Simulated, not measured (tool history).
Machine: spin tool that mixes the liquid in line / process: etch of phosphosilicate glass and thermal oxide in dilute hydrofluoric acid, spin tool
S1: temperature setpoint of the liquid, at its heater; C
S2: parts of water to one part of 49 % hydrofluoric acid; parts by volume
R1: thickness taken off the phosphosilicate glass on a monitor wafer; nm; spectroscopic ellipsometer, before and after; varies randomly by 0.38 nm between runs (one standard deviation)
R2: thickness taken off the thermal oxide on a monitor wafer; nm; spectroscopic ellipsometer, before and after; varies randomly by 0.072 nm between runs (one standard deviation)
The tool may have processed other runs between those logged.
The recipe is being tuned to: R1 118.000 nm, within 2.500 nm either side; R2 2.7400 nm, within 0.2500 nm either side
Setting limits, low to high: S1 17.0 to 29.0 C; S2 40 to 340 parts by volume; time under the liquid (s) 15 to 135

{"run": 1, "hour": 0.0, "S1": 21.0, "S2": 190, "time under the liquid (s)": 70, "R1": 61.926, "R2": 1.3821}
{"run": 2, "hour": 7.3, "S1": 23.0, "S2": 175, "time under the liquid (s)": 70, "R1": 74.245, "R2": 1.6703}
{"run": 3, "hour": 15.6, "S1": 24.5, "S2": 165, "time under the liquid (s)": 70, "R1": 83.852, "R2": 1.8897}
{"run": 4, "hour": 17.8, "S1": 25.5, "S2": 160, "time under the liquid (s)": 70, "R1": 90.035, "R2": 2.1175}
{"run": 5, "hour": 20.4, "S1": 25.5, "S2": 160, "time under the liquid (s)": 85, "R1": 110.06, "R2": 2.587}
{"run": 6, "hour": 24.3, "S1": 25.5, "S2": 160, "time under the liquid (s)": 100, "R1": 128.51, "R2": 2.9133}
{"run": 7, "hour": 25.8, "S1": 25.0, "S2": 160, "time under the liquid (s)": 100, "R1": 126.37, "R2": 2.9762}
{"run": 8, "hour": 28.1, "S1": 24.5, "S2": 160, "time under the liquid (s)": 100, "R1": 124.67, "R2": 2.9325}
{"run": 9, "hour": 36.7, "S1": 24.0, "S2": 160, "time under the liquid (s)": 100, "R1": 121.87, "R2": 2.9391}
{"run": 10, "hour": 42.4, "S1": 24.0, "S2": 160, "time under the liquid (s)": 100, "R1": 121.51, "R2": 2.7434}

Exactly one of the 4 candidate moves below puts every result within its allowed miss. Which one?
{"run": "A", "hour": 48.1, "S1": 26.0, "S2": 210, "time under the liquid (s)": 135, "R1": "?", "R2": "?"}
{"run": "B", "hour": 48.1, "S1": 24.5, "S2": 175, "time under the liquid (s)": 105, "R1": "?", "R2": "?"}
{"run": "C", "hour": 48.1, "S1": 23.0, "S2": 140, "time under the liquid (s)": 90, "R1": "?", "R2": "?"}
{"run": "D", "hour": 48.1, "S1": 25.0, "S2": 165, "time under the liquid (s)": 105, "R1": "?", "R2": "?"}

move=A R1=127.810 R2=2.8756
move=B R1=117.410 R2=2.6416
move=C R1=123.580 R2=2.7803
move=D R1=128.320 R2=2.8871
A: misses by more than the last run did
B: meets every target
C: misses by more than the last run did
D: misses by more than the last run did
B is the move that brings every result within its allowed miss.
